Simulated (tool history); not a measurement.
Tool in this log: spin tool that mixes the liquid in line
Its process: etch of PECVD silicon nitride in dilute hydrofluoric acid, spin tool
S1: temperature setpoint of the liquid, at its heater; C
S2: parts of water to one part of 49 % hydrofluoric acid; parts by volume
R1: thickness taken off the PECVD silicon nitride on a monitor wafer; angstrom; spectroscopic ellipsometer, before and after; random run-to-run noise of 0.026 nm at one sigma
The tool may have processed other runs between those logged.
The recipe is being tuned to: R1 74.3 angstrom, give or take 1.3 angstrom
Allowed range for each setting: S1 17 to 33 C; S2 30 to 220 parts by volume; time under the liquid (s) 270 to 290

run 1 hour=0 | S1=25 S2=125 time_under_the_liquid_(s)=270 | R1=145.46
run 2 hour=3 | S1=22.5 S2=130 time_under_the_liquid_(s)=270 | R1=118.87
run 3 hour=6.5 | S1=21 S2=135 time_under_the_liquid_(s)=270 | R1=103.52
run 4 hour=14.1 | S1=20 S2=140 time_under_the_liquid_(s)=270 | R1=92.966
run 5 hour=17.8 | S1=19 S2=140 time_under_the_liquid_(s)=270 | R1=88.252
run 6 hour=26.4 | S1=18.5 S2=140 time_under_the_liquid_(s)=270 | R1=84.411
run 7 hour=35 | S1=18 S2=140 time_under_the_liquid_(s)=270 | R1=81.99
run 8 hour=43.9 | S1=17.5 S2=140 time_under_the_liquid_(s)=270 | R1=78.319
run 9 hour=47.1 | S1=17 S2=140 time_under_the_liquid_(s)=270 | R1=76.03

Exercise: of the 4 proposed moves below, exactly one satisfies all targets within the stated allowed misses. Which move is it?
run A hour=50.3 | S1=17 S2=145 time_under_the_liquid_(s)=270 | R1=?
run B hour=50.3 | S1=17 S2=150 time_under_the_liquid_(s)=270 | R1=?
run C hour=50.3 | S1=17.5 S2=170 time_under_the_liquid_(s)=290 | R1=?
run D hour=50.3 | S1=17.5 S2=155 time_under_the_liquid_(s)=270 | R1=?

move=A R1=74.015
move=B R1=71.636
move=C R1=70.569
move=D R1=71.82
A: meets every target
B: moves the result that the last run missed by most past its target, out the other side
C: moves the result that the last run missed by most past its target, out the other side
D: moves the result that the last run missed by most past its target, out the other side
So the answer is move A, the one that meets all the targets.
